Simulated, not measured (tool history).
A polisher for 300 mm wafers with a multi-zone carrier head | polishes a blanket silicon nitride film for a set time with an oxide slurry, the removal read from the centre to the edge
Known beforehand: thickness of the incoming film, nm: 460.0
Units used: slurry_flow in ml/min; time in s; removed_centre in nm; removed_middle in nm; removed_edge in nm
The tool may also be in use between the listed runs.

run  hour  slurry_flow  centre_zone  middle_zone  edge_zone  slurry_solids  time  removed_centre  removed_middle  removed_edge
  1     0          170            1            1          1              1    39          16.955              16        17.067
  2     4          170         0.94            1          1              1    39          15.684          16.178        16.939
  3   5.1          175         0.97         1.01       0.97            0.9    38          15.198           15.68        15.642
  4   9.7          175         1.02         1.01       0.97            0.9    38          16.308          15.602        15.533
  5  18.6          170         1.03         0.99       0.95            0.8    38          15.625          14.488        14.561
  6  24.8          165         1.04         0.99       0.93           0.75    38          15.064          14.183        13.873
  7  32.9          160         1.05         0.98       0.91            0.7    38          14.739          13.608        13.478
  8  40.5          155         1.06         0.98       0.89           0.65    38          14.482          12.558        12.952

The next listed run, before its measurement:
  9    45          155         1.07            1       0.88            0.6    38               ?               ?             ?

{"run 9": {"removed_centre": 13.993, "removed_middle": 12.683, "removed_edge": 12.174}}
